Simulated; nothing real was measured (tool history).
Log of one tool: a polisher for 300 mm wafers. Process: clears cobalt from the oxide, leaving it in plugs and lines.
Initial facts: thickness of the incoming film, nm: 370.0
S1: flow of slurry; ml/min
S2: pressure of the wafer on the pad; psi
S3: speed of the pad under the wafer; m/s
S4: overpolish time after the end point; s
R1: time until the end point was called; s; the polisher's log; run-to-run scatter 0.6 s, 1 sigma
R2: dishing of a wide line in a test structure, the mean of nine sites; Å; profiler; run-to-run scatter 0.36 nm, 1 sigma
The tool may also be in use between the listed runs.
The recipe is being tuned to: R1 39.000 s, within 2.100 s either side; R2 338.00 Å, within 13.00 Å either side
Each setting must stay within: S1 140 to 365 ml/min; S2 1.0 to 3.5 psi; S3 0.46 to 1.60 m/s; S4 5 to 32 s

run  hour   S1   S2    S3  S4      R1      R2
  1   0.0  235  2.2  1.02  16  59.289  322.16
  2   7.0  235  2.0  1.02  16  65.886  312.62
  3   8.0  185  2.0  1.02  16  68.824  304.97
  4  12.6  185  2.0  1.02  23  67.694  328.76
  5  18.3  185  2.0  1.02  26  65.339  336.87
  6  18.8  185  1.6  1.02  26  81.205  330.42
  7  23.6  185  2.0  1.04  24  67.568  328.86
  8  32.3  200  2.3  1.06  22  58.726  334.79
  9  40.8  205  2.6  1.08  20  50.735  331.69
 10  45.6  215  2.8  1.08  19  46.839  324.68
 11  52.2  225  2.9  1.08  20  47.694  332.25
 12  60.3  225  3.0  1.10  20  44.247  338.39

Consider the 5 candidate settings below. Which is the only one whose results all fall within their allowed miss of target?
  A  68.4  245  2.7  0.88  28   ?   ?
  B  68.4  185  3.5  1.28   9   ?   ?
  C  68.4  350  2.5  1.48  17   ?   ?
  D  68.4  265  2.5  0.90  32   ?   ?
  E  68.4  185  3.0  1.14  20   ?   ?

move      R1      R2
   A  57.082  333.00
   B  35.790  309.46
   C  39.547  330.07
   D  59.412  334.00
   E  44.782  330.82
A: further off than the last run
B: moves the result that the last run missed by most past its target, out the other side
C: all results land within tolerance of their targets
D: further off than the last run
E: further off than the last run
C is the move that brings every result within its allowed miss.

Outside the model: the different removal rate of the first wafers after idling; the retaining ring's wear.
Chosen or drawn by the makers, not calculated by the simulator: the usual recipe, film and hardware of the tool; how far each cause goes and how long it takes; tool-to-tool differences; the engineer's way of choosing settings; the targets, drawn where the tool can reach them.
